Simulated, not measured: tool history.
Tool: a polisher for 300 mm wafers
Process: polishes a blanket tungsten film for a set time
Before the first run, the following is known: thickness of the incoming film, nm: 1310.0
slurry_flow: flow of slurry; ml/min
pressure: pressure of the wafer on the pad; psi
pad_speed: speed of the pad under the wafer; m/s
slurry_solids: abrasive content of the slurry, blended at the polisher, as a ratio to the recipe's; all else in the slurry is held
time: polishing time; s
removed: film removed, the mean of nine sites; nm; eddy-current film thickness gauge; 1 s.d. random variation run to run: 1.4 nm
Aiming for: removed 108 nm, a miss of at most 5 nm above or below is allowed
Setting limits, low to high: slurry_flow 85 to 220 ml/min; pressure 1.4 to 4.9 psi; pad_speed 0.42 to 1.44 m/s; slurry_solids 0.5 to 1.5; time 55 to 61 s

run 1 hour=0 | slurry_flow=140 pressure=3.1 pad_speed=0.92 slurry_solids=1 time=61 | removed=196.57
run 2 hour=8.1 | slurry_flow=165 pressure=3.1 pad_speed=0.92 slurry_solids=1 time=61 | removed=203.59
run 3 hour=11.8 | slurry_flow=165 pressure=2.9 pad_speed=0.92 slurry_solids=1 time=61 | removed=188.57
run 4 hour=12.9 | slurry_flow=165 pressure=2.9 pad_speed=0.7 slurry_solids=1 time=61 | removed=144.86
run 5 hour=20.1 | slurry_flow=165 pressure=2.8 pad_speed=0.7 slurry_solids=1 time=61 | removed=142.6
run 6 hour=28.1 | slurry_flow=165 pressure=2.7 pad_speed=0.7 slurry_solids=1 time=61 | removed=135.66
run 7 hour=30.5 | slurry_flow=165 pressure=2.7 pad_speed=0.7 slurry_solids=1 time=61 | removed=136.07
run 8 hour=35.9 | slurry_flow=165 pressure=2.6 pad_speed=0.7 slurry_solids=1 time=61 | removed=128.31
run 9 hour=42.4 | slurry_flow=165 pressure=2.6 pad_speed=0.7 slurry_solids=1 time=61 | removed=131.38
run 10 hour=47.7 | slurry_flow=165 pressure=2.5 pad_speed=0.7 slurry_solids=1 time=61 | removed=124.71

Below are 5 possible settings for the next run. Only one of them brings all results inside the allowed miss of their targets. Which is it?
run A hour=53 | slurry_flow=190 pressure=2 pad_speed=0.64 slurry_solids=1.05 time=61 | removed=?
run B hour=53 | slurry_flow=190 pressure=1.7 pad_speed=0.8 slurry_solids=0.75 time=60 | removed=?
run C hour=53 | slurry_flow=135 pressure=1.8 pad_speed=0.8 slurry_solids=1.4 time=55 | removed=?
run D hour=53 | slurry_flow=140 pressure=2.5 pad_speed=0.6 slurry_solids=1.05 time=61 | removed=?
run E hour=53 | slurry_flow=175 pressure=2.2 pad_speed=0.64 slurry_solids=1 time=59 | removed=?

move=A removed=97.946
move=B removed=96.406
move=C removed=100.28
move=D removed=109.79
move=E removed=101.85
A: moves the result that the last run missed by most past its target, out the other side
B: moves the result that the last run missed by most past its target, out the other side
C: moves the result that the last run missed by most past its target, out the other side
D: each result inside its tolerance
E: moves the result that the last run missed by most past its target, out the other side
The right move is D.
